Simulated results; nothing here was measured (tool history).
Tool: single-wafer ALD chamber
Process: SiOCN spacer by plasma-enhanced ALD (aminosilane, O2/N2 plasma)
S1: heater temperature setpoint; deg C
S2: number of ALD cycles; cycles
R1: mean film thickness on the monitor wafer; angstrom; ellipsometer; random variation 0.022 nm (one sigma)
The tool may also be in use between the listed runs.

run,hour,S1,S2,R1
1,0.0,405,94,53.867
2,4.1,409,89,50.741
3,9.7,412,86,48.696
4,11.8,405,86,49.905
5,15.7,405,93,53.934
6,22.4,411,89,50.306
7,25.6,415,87,48.515
# hour 32.2: thermocouple changed; heater temperature recalibrated
8,32.2,418,86,47.147

Forecast run 9:
9,39.3,418,86,?

Run 9 gave R1 47.288 angstrom.

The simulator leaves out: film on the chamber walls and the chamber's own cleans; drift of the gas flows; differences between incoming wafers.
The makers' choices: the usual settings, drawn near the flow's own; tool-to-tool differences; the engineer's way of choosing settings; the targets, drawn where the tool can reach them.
